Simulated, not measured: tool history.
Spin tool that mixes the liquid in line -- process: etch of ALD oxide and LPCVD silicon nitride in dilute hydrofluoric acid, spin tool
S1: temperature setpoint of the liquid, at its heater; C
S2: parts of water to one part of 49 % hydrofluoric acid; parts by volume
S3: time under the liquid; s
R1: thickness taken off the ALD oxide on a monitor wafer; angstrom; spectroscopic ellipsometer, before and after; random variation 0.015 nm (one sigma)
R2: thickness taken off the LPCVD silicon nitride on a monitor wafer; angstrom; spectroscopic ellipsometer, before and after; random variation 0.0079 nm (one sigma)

run,day,S1,S2,S3,R1,R2
1,0,24,125,70,57.341,2.7649
2,0.371,24,125,100,82.409,3.6442
3,0.5,21.5,125,100,73.931,3.5419
4,0.529,20.5,145,95,57.496,2.7841
5,0.633,22,145,95,60.329,2.7957
6,0.762,21,160,90,49.512,2.5451
7,0.808,20.5,170,85,42.979,1.9284
8,1.05,20.5,170,85,42.692,2.1116

Predict the results of run 9:
9,1.396,20,180,80,?,?

Logged for run 9: R1 36.682 angstrom, R2 1.6999 angstrom.

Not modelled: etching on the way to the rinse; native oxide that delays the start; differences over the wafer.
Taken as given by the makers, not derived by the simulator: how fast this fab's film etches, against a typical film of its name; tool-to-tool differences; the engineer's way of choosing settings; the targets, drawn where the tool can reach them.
